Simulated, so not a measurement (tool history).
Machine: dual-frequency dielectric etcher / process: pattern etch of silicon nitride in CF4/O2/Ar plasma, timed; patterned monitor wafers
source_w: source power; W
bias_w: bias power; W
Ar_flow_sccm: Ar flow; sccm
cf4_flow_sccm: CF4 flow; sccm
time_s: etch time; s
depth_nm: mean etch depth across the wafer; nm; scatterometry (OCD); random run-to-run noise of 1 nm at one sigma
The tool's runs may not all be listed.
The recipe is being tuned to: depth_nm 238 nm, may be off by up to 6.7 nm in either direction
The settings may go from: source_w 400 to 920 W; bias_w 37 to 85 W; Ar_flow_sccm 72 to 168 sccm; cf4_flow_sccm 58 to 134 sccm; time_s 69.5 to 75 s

Run 1, hour 0: source_w 660 W, bias_w 61 W, Ar_flow_sccm 120 sccm, cf4_flow_sccm 96 sccm, time_s 75 s. Result: depth_nm 189.62 nm.
Run 2, hour 1.5: source_w 660 W, bias_w 61 W, Ar_flow_sccm 107 sccm, cf4_flow_sccm 96 sccm, time_s 75 s. Result: depth_nm 190.37 nm.
Run 3, hour 5.7: source_w 660 W, bias_w 61 W, Ar_flow_sccm 88 sccm, cf4_flow_sccm 96 sccm, time_s 75 s. Result: depth_nm 193.32 nm.
Run 4, hour 12.6: source_w 710 W, bias_w 62 W, Ar_flow_sccm 88 sccm, cf4_flow_sccm 96 sccm, time_s 75 s. Result: depth_nm 207.72 nm.
Run 5, hour 14.6: source_w 710 W, bias_w 62 W, Ar_flow_sccm 88 sccm, cf4_flow_sccm 87 sccm, time_s 75 s. Result: depth_nm 203.67 nm.
Run 6, hour 16.2: source_w 750 W, bias_w 63 W, Ar_flow_sccm 88 sccm, cf4_flow_sccm 87 sccm, time_s 75 s. Result: depth_nm 213.37 nm.
Run 7, hour 22.7: source_w 780 W, bias_w 63 W, Ar_flow_sccm 88 sccm, cf4_flow_sccm 87 sccm, time_s 75 s. Result: depth_nm 219.12 nm.
Run 8, hour 31: source_w 800 W, bias_w 63 W, Ar_flow_sccm 88 sccm, cf4_flow_sccm 87 sccm, time_s 75 s. Result: depth_nm 225.04 nm.
Run 9, hour 35.8: source_w 820 W, bias_w 63 W, Ar_flow_sccm 88 sccm, cf4_flow_sccm 87 sccm, time_s 75 s. Result: depth_nm 227.14 nm.
Run 10, hour 41: source_w 830 W, bias_w 63 W, Ar_flow_sccm 88 sccm, cf4_flow_sccm 87 sccm, time_s 75 s. Result: depth_nm 229.44 nm.

4 next moves are on the table. One of them brings every result within its allowed miss. Which?
Run A, hour 46.2: source_w 770 W, bias_w 61 W, Ar_flow_sccm 105 sccm, cf4_flow_sccm 86 sccm, time_s 75 s. Result: depth_nm ?.
Run B, hour 46.2: source_w 880 W, bias_w 63 W, Ar_flow_sccm 116 sccm, cf4_flow_sccm 78 sccm, time_s 69.5 s. Result: depth_nm ?.
Run C, hour 46.2: source_w 810 W, bias_w 58 W, Ar_flow_sccm 89 sccm, cf4_flow_sccm 86 sccm, time_s 75 s. Result: depth_nm ?.
Run D, hour 46.2: source_w 760 W, bias_w 79 W, Ar_flow_sccm 72 sccm, cf4_flow_sccm 94 sccm, time_s 75 s. Result: depth_nm ?.

move  depth_nm
   A    210.64
   B    210.71
   C    220.58
   D    237.93
A: misses by more than the last run did
B: misses by more than the last run did
C: misses by more than the last run did
D: meets every target
Go with D: it meets all targets.
